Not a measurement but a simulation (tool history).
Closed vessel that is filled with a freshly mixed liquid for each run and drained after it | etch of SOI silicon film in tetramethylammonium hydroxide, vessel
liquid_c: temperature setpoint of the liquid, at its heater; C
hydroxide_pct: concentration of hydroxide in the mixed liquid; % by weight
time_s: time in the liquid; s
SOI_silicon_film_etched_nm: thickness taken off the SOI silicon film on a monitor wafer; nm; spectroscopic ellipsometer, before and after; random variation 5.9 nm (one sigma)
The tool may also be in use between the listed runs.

{"run": 1, "hour": 0.0, "liquid_c": 63.0, "hydroxide_pct": 9, "time_s": 90, "SOI_silicon_film_etched_nm": 445.61}
{"run": 2, "hour": 1.1, "liquid_c": 63.0, "hydroxide_pct": 9, "time_s": 90, "SOI_silicon_film_etched_nm": 443.84}
{"run": 3, "hour": 7.3, "liquid_c": 64.5, "hydroxide_pct": 9, "time_s": 90, "SOI_silicon_film_etched_nm": 488.73}
{"run": 4, "hour": 10.9, "liquid_c": 65.5, "hydroxide_pct": 9, "time_s": 90, "SOI_silicon_film_etched_nm": 518.14}
{"run": 5, "hour": 12.9, "liquid_c": 65.5, "hydroxide_pct": 9, "time_s": 90, "SOI_silicon_film_etched_nm": 523.16}
{"run": 6, "hour": 21.7, "liquid_c": 65.5, "hydroxide_pct": 8, "time_s": 90, "SOI_silicon_film_etched_nm": 539.53}
{"run": 7, "hour": 27.0, "liquid_c": 66.0, "hydroxide_pct": 8, "time_s": 90, "SOI_silicon_film_etched_nm": 559.43}

Run 8 comes next. What will it give?
{"run": 8, "hour": 32.6, "liquid_c": 66.5, "hydroxide_pct": 8, "time_s": 90, "SOI_silicon_film_etched_nm": "?"}

Run 8 gave SOI_silicon_film_etched_nm 571.41 nm.
